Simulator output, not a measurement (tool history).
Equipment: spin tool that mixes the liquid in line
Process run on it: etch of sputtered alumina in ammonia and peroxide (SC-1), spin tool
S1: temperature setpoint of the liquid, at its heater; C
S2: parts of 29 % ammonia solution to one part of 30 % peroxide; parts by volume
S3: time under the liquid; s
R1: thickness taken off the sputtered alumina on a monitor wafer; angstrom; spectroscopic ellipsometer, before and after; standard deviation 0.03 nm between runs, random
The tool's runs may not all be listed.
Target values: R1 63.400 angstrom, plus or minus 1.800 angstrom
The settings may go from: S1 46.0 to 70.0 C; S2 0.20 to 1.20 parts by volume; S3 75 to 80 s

run	day	S1	S2	S3	R1
1	0.000	62.0	0.75	75	75.580
2	0.033	61.5	0.75	75	74.012
3	0.192	61.0	0.75	75	71.850
4	0.400	61.0	0.75	80	76.721
5	0.492	61.0	0.75	80	76.872
6	0.688	61.0	0.60	80	75.125
7	0.979	60.5	0.60	80	72.652
8	1.025	60.0	0.60	80	71.853
9	1.288	59.5	0.60	80	69.715
10	1.542	59.0	0.60	80	68.029

Which single option among these 4 for the next run brings every result within its allowed miss of target? Just one does.
A	1.796	58.0	0.80	80	?
B	1.796	58.5	0.80	75	?
C	1.796	58.5	0.85	80	?
D	1.796	57.0	0.50	80	?

move	R1
A	66.244
B	63.738
C	68.379
D	60.136
A: closer than the last run, but not yet in spec
B: all results land within tolerance of their targets
C: misses by more than the last run did
D: moves the result that the last run missed by most past its target, out the other side
Answer: B
